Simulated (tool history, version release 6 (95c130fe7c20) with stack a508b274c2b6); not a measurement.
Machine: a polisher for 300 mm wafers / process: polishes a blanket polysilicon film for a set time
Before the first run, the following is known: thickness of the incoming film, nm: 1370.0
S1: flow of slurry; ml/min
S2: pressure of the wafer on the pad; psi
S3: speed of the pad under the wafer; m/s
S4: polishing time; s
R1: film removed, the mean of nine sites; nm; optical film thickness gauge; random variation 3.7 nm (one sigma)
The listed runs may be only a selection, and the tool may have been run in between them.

run 1 hour=0 | S1=175 S2=2.5 S3=0.94 S4=53 | R1=324.87
run 2 hour=3 | S1=175 S2=2.5 S3=0.94 S4=48 | R1=297.46
run 3 hour=7.8 | S1=150 S2=2.5 S3=0.94 S4=48 | R1=283.96
run 4 hour=16.5 | S1=180 S2=2.5 S3=0.94 S4=48 | R1=294.06
run 5 hour=24.1 | S1=150 S2=2.5 S3=0.94 S4=48 | R1=285.17
run 6 hour=30.4 | S1=150 S2=2.5 S3=0.94 S4=53 | R1=314.27
run 7 hour=38 | S1=165 S2=2.7 S3=0.94 S4=53 | R1=343.19

Forecast run 8:
run 8 hour=40.1 | S1=165 S2=2.7 S3=0.94 S4=53 | R1=?

R1: 349.08 nm
